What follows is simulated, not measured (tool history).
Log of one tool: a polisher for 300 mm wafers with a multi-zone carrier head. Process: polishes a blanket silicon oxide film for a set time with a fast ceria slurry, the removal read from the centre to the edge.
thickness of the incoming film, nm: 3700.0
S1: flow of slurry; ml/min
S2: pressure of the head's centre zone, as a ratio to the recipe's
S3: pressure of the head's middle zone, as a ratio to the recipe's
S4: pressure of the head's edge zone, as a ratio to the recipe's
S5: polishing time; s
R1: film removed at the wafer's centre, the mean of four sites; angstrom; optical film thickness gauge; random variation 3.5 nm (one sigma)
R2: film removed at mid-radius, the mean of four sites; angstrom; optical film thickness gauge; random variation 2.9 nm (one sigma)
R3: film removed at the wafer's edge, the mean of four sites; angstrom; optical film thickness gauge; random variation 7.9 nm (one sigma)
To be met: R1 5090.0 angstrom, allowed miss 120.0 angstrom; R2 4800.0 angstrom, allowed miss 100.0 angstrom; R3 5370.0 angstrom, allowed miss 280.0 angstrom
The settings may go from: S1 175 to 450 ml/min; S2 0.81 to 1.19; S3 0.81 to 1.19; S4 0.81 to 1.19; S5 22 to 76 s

run	hour	S1	S2	S3	S4	S5	R1	R2	R3
1	0.0	290	1.00	1.00	1.00	49	7152.9	7532.8	7378.7
2	8.7	290	1.00	1.00	1.03	49	7103.1	7510.7	7355.9
3	15.0	280	0.99	0.95	1.01	44	6291.8	6491.3	6505.9
4	16.7	265	0.99	0.90	1.03	41	5827.5	5712.6	6215.8
5	23.4	255	0.98	0.87	1.00	40	5643.8	5393.8	5882.1
6	31.6	255	0.98	0.94	1.00	40	5672.8	5832.9	5858.1
7	34.8	240	0.97	0.90	0.99	39	5404.0	5410.8	5473.7
8	38.7	225	0.96	0.87	1.00	39	5281.7	5172.9	5732.5

Which of these 4 next moves meets every target?
A	42.6	280	0.99	0.81	0.81	37	?	?	?
B	42.6	180	1.00	0.86	1.03	37	?	?	?
C	42.6	180	0.86	0.90	1.06	43	?	?	?
D	42.6	175	0.81	0.87	1.00	46	?	?	?

move	R1	R2	R3
A	5269.1	4823.2	5138.4
B	5037.4	4817.0	5527.3
C	5029.9	5816.5	6511.8
D	5042.8	6029.6	6754.0
A: brings the result that was furthest off to its target, and leaves another outside
B: meets every target
C: further off than the last run
D: further off than the last run
Move B is the one to make.
